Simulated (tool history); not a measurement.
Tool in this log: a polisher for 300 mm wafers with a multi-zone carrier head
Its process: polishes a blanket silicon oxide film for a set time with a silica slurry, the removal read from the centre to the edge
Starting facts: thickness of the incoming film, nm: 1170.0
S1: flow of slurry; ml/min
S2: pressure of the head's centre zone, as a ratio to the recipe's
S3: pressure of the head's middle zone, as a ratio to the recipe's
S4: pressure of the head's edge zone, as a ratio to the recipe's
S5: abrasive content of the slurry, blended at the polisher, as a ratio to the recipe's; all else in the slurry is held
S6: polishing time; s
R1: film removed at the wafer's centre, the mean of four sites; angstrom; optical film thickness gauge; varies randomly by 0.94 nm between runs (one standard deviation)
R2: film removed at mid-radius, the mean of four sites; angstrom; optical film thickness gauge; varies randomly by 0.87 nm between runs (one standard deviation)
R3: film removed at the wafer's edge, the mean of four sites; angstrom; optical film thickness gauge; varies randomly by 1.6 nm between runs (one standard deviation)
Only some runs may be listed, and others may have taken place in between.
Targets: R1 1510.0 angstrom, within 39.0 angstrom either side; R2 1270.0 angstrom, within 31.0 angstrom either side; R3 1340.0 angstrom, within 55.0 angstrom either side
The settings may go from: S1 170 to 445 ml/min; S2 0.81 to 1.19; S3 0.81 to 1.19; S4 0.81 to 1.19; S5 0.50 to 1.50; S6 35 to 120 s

run,hour,S1,S2,S3,S4,S5,S6,R1,R2,R3
1,0.0,285,1.00,1.00,1.00,1.00,77,2214.5,2176.8,2203.6
2,1.4,285,1.00,1.00,1.04,1.00,77,2229.1,2194.5,2214.9
3,4.7,285,1.00,1.00,1.04,1.20,77,2391.7,2331.2,2407.8
4,8.6,285,1.01,0.97,1.01,1.05,72,2127.0,2016.6,2102.0
5,10.4,285,1.01,0.91,1.01,1.05,72,2133.4,1933.1,2081.4
6,17.5,285,1.01,0.91,1.01,0.95,72,2063.6,1862.0,2015.4
7,26.5,285,1.02,0.90,0.97,0.85,69,1932.3,1702.4,1847.7
8,29.4,285,1.03,0.90,0.94,0.75,66,1760.2,1565.7,1656.9
9,34.4,280,1.04,0.89,0.91,0.70,65,1715.6,1492.8,1583.8

Of the 5 settings listed for the next run, only one would bring every result within its allowed miss of target. Which one?
A,39.4,285,1.06,0.82,0.85,0.60,59,?,?,?
B,39.4,205,0.91,0.81,1.07,1.00,72,?,?,?
C,39.4,335,1.07,0.89,0.88,0.55,60,?,?,?
D,39.4,320,1.14,1.16,0.81,0.70,61,?,?,?
E,39.4,280,1.19,0.89,0.82,0.65,55,?,?,?

move,R1,R2,R3
A,1507.5,1190.1,1315.8
B,1837.4,1681.2,2045.6
C,1520.4,1269.6,1322.1
D,1794.8,1756.1,1419.7
E,1623.6,1219.2,1245.9
A: takes the biggest miss from the last run beyond its target
B: lands further from the targets than the last run did
C: in spec on every target
D: lands further from the targets than the last run did
E: takes the biggest miss from the last run beyond its target
The move that meets every target is C.
